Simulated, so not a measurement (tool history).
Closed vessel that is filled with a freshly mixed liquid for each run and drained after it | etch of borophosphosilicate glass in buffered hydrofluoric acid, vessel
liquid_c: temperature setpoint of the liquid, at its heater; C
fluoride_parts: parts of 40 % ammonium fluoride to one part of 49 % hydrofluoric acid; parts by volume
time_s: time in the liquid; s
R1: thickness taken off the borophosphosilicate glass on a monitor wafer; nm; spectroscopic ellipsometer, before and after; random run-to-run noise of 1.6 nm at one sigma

Run 1, hour 0: liquid_c 24 C, fluoride_parts 14.5 parts by volume, time_s 95 s. Result: R1 91.366 nm.
Run 2, hour 1.5: liquid_c 26 C, fluoride_parts 12.5 parts by volume, time_s 95 s. Result: R1 117.21 nm.
Run 3, hour 2.2: liquid_c 26 C, fluoride_parts 12.5 parts by volume, time_s 95 s. Result: R1 119.19 nm.
Run 4, hour 5.9: liquid_c 27.5 C, fluoride_parts 11 parts by volume, time_s 95 s. Result: R1 145.18 nm.
Run 5, hour 14.9: liquid_c 27.5 C, fluoride_parts 11 parts by volume, time_s 100 s. Result: R1 154.73 nm.
Run 6, hour 16.9: liquid_c 30 C, fluoride_parts 11 parts by volume, time_s 100 s. Result: R1 173.72 nm.
Run 7, hour 20.7: liquid_c 30.5 C, fluoride_parts 10 parts by volume, time_s 100 s. Result: R1 198.21 nm.

What will run 8 give?
Run 8, hour 27.6: liquid_c 31 C, fluoride_parts 9.5 parts by volume, time_s 100 s. Result: R1 ?.

Run 8 measured R1 209.07 nm.

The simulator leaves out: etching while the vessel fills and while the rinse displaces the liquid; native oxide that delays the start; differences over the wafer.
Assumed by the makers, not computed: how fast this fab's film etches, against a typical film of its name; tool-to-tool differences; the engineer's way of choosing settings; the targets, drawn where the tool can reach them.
